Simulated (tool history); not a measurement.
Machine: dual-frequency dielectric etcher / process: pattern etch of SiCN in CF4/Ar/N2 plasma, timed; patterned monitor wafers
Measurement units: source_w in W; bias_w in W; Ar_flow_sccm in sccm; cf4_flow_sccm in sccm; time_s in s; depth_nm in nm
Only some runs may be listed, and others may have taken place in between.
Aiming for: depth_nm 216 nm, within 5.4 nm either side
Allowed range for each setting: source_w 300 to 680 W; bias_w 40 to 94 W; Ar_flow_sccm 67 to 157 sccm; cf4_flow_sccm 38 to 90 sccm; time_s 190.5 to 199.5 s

run  hour  source_w  bias_w  Ar_flow_sccm  cf4_flow_sccm  time_s  depth_nm
  1     0       490      67           112             64   190.5    172.08
  2   3.3       520      68           112             64   190.5       182
  3  10.1       520      68           112             59   190.5    181.76
  4  16.2       520      68           112             53   190.5    177.48
  5    25       520      68           132             53   190.5     171.5
  6  26.3       520      68           114             53   190.5    178.46
  7  31.8       550      68           114             53   190.5    185.56
  8  34.8       570      68           114             53   190.5    192.27
  9  43.6       590      68           114             53   190.5    195.51
 10  52.5       610      68           114             53   190.5    201.21
 11  60.6       620      68           114             53   190.5    206.13
 12  63.6       630      68           114             53   190.5    208.04

Exactly one of the 4 candidate moves below puts every result within its allowed miss. Which one?
  A  66.6       580      69           111             53   196.5         ?
  B  66.6       560      68            98             50     196         ?
  C  66.6       660      64           121             49     199         ?
  D  66.6       600      66           123             64     195         ?

move  depth_nm
   A    202.29
   B    199.21
   C    214.64
   D    202.78
A: its largest miss is bigger than the last run's
B: its largest miss is bigger than the last run's
C: all results in spec
D: its largest miss is bigger than the last run's
C meets every target.
